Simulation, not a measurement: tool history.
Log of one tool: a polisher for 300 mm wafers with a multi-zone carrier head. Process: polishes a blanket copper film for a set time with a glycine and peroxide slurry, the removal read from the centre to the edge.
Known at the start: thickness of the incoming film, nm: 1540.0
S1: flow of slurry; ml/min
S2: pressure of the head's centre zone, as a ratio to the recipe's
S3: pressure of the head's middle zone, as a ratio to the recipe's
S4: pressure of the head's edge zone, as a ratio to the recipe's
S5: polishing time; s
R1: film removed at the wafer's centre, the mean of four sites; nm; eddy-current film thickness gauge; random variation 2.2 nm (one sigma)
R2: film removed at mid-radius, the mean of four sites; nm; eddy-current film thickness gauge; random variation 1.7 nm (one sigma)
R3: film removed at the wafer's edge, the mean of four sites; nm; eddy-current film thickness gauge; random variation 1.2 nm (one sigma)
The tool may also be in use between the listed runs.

run    day   S1    S2    S3    S4  S5      R1      R2      R3
  1      0  215     1     1     1  58   377.6  380.41  373.47
  2  0.088  215  0.95     1     1  58  353.06  381.24  376.53
  3  0.412  215  0.95     1     1  70  424.04  458.56  452.54
  4  0.692  205  0.99  0.98  0.94  55  349.96  353.29  344.45
  5  0.738  200  1.02  0.96   0.9  45  293.91  285.85  276.88
  6  0.996  200  1.02  0.96  0.86  45  291.15  287.04  266.08
  7  1.167  200  1.04  0.94  0.84  40  267.83  248.63  238.29
  8  1.392  195  1.05  0.94  0.83  38  252.78  236.25  224.27
  9  1.521  180  1.07  0.94  0.82  37  251.78  227.27  214.93
 10  1.796  135  1.07  0.92  0.81  35  228.89   205.7  198.87

The next listed run, before its measurement:
 11  1.979  145  1.08  0.92  0.81  35   ?   ?   ?

R1: 231.44 nm
R2: 209.8 nm
R3: 199.77 nm
